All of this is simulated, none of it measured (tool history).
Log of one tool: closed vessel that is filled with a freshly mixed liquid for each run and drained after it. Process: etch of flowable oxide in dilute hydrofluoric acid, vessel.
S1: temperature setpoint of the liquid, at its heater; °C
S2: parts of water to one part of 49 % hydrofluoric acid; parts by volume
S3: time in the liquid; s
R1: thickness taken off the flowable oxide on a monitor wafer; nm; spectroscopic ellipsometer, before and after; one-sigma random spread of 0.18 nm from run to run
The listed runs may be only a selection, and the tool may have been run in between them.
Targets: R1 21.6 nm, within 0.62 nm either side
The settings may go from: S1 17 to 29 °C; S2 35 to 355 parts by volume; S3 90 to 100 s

run 1 hour=0 | S1=21 S2=195 S3=90 | R1=26.098
run 2 hour=4.9 | S1=21 S2=195 S3=100 | R1=29.154
run 3 hour=10.3 | S1=19.5 S2=195 S3=100 | R1=27.437
run 4 hour=15.5 | S1=19 S2=200 S3=100 | R1=25.908
run 5 hour=24.8 | S1=19 S2=200 S3=100 | R1=26.345
run 6 hour=27.6 | S1=19 S2=200 S3=100 | R1=26.062
run 7 hour=30.9 | S1=18.5 S2=205 S3=100 | R1=24.811
run 8 hour=36.7 | S1=18 S2=205 S3=100 | R1=24.3
run 9 hour=44.8 | S1=17.5 S2=210 S3=100 | R1=22.932

Consider the 5 candidate settings below. Which is the only one whose results all fall within their allowed miss of target?
run A hour=52.9 | S1=19 S2=225 S3=90 | R1=?
run B hour=52.9 | S1=18 S2=215 S3=90 | R1=?
run C hour=52.9 | S1=17 S2=190 S3=90 | R1=?
run D hour=52.9 | S1=17 S2=200 S3=90 | R1=?
run E hour=52.9 | S1=17.5 S2=230 S3=95 | R1=?

move=A R1=20.14
move=B R1=20.464
move=C R1=22.777
move=D R1=21.44
move=E R1=19.533
A: the result that was furthest off in the last run now lies on the other side of its target
B: the result that was furthest off in the last run now lies on the other side of its target
C: gains on the last run, yet a result remains outside its allowed miss
D: every result within its allowed miss
E: the result that was furthest off in the last run now lies on the other side of its target
Go with D: it meets all targets.
